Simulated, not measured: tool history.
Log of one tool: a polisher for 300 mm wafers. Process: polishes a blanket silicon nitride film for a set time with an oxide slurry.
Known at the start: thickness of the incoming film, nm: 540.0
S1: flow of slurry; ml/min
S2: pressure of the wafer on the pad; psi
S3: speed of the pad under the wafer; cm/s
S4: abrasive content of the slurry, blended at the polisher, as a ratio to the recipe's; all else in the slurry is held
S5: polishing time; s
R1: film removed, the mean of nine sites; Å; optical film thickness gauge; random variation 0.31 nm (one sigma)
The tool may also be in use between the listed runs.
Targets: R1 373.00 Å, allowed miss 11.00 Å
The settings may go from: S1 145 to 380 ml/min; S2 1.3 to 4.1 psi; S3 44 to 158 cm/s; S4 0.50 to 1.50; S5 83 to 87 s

Run 1, day 0.000: S1 245 ml/min, S2 2.7 psi, S3 100 cm/s, S4 1.00, S5 83 s. Result: R1 497.06 Å.
Run 2, day 0.175: S1 245 ml/min, S2 2.7 psi, S3 100 cm/s, S4 1.00, S5 83 s. Result: R1 497.88 Å.
Run 3, day 0.304: S1 245 ml/min, S2 2.6 psi, S3 100 cm/s, S4 1.00, S5 83 s. Result: R1 488.71 Å.
Run 4, day 0.512: S1 245 ml/min, S2 2.4 psi, S3 100 cm/s, S4 1.00, S5 83 s. Result: R1 444.88 Å.
Run 5, day 0.721: S1 245 ml/min, S2 2.4 psi, S3 100 cm/s, S4 1.00, S5 83 s. Result: R1 440.17 Å.
Run 6, day 0.850: S1 245 ml/min, S2 2.4 psi, S3 100 cm/s, S4 1.00, S5 83 s. Result: R1 447.12 Å.
Run 7, day 0.879: S1 245 ml/min, S2 2.3 psi, S3 100 cm/s, S4 1.00, S5 83 s. Result: R1 432.23 Å.
Run 8, day 1.083: S1 245 ml/min, S2 2.2 psi, S3 100 cm/s, S4 1.00, S5 83 s. Result: R1 401.83 Å.
Run 9, day 1.388: S1 240 ml/min, S2 2.1 psi, S3 100 cm/s, S4 1.00, S5 83 s. Result: R1 392.05 Å.

Which of these 4 next moves meets every target?
Run A, day 1.692: S1 290 ml/min, S2 2.3 psi, S3 96 cm/s, S4 0.95, S5 84 s. Result: R1 ?.
Run B, day 1.692: S1 210 ml/min, S2 1.9 psi, S3 110 cm/s, S4 1.15, S5 83 s. Result: R1 ?.
Run C, day 1.692: S1 175 ml/min, S2 2.8 psi, S3 82 cm/s, S4 0.85, S5 83 s. Result: R1 ?.
Run D, day 1.692: S1 245 ml/min, S2 2.5 psi, S3 92 cm/s, S4 0.85, S5 87 s. Result: R1 ?.

move      R1
   A  409.60
   B  407.56
   C  375.13
   D  403.01
A: further off than the last run
B: further off than the last run
C: meets every target
D: further off than the last run
Move C is the one to make.
